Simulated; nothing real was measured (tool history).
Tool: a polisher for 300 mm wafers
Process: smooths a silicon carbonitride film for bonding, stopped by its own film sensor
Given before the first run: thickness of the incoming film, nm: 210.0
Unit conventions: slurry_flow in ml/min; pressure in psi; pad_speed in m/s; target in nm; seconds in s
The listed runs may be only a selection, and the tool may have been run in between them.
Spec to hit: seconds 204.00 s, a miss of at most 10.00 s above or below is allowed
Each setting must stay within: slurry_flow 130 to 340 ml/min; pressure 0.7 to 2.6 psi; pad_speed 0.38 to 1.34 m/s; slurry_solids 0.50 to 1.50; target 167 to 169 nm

| run | hour | slurry_flow | pressure | pad_speed | slurry_solids | target | seconds |
|---|---|---|---|---|---|---|---|
| 1 | 0.0 | 220 | 1.6 | 0.86 | 1.00 | 169 | 300.16 |
| 2 | 5.6 | 220 | 1.6 | 0.86 | 0.95 | 169 | 303.12 |
| 3 | 8.3 | 220 | 1.8 | 0.86 | 0.95 | 169 | 271.09 |
| 4 | 13.2 | 220 | 1.8 | 0.86 | 0.95 | 167 | 293.26 |
| 5 | 21.4 | 220 | 1.8 | 0.68 | 0.95 | 167 | 332.79 |
| 6 | 26.2 | 220 | 1.6 | 0.68 | 0.95 | 167 | 378.10 |
| 7 | 33.2 | 220 | 1.9 | 0.70 | 0.95 | 167 | 309.06 |
| 8 | 37.4 | 220 | 2.4 | 0.74 | 0.95 | 167 | 238.13 |
| 9 | 38.5 | 220 | 2.5 | 0.76 | 0.95 | 167 | 223.29 |
| 10 | 44.7 | 220 | 2.5 | 0.78 | 0.95 | 167 | 223.50 |
| 11 | 47.4 | 220 | 2.5 | 0.80 | 0.95 | 167 | 222.35 |
| 12 | 50.3 | 220 | 2.5 | 0.82 | 0.95 | 167 | 222.03 |

5 candidate next runs follow, results not yet known. Just one meets every target within its allowed miss. Identify it.
| A | 53.2 | 215 | 2.6 | 0.84 | 1.00 | 167 | ? |
| B | 53.2 | 225 | 2.1 | 0.86 | 0.90 | 169 | ? |
| C | 53.2 | 235 | 2.2 | 0.86 | 0.80 | 169 | ? |
| D | 53.2 | 250 | 2.6 | 0.64 | 1.00 | 168 | ? |
| E | 53.2 | 195 | 2.3 | 0.86 | 1.00 | 167 | ? |

| move | seconds |
|---|---|
| A | 203.13 |
| B | 241.69 |
| C | 237.97 |
| D | 226.50 |
| E | 228.92 |
A: all results in spec
B: misses by more than the last run did
C: misses by more than the last run did
D: misses by more than the last run did
E: misses by more than the last run did
Go with A: it meets all targets.
